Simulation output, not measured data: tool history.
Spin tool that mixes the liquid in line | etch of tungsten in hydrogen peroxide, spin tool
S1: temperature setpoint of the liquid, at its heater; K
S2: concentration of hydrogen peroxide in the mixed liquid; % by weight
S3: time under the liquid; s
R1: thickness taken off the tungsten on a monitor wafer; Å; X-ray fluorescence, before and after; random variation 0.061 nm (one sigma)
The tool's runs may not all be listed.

run  hour      S1  S2  S3      R1
  1     0  322.15  17  15  289.28
  2   5.4  317.15  17  15  213.29
  3   9.4  314.65  17  15  180.48
  4  11.4  314.65  17  15  181.16
  5  16.4  312.65  17  15   160.3
  6  17.3  312.65  17  15  158.88
  7  25.7  311.65  17  15   148.3

Forecast run 8:
  8    30  311.15  17  15   ?

{"run 8": {"R1": 144.97}}
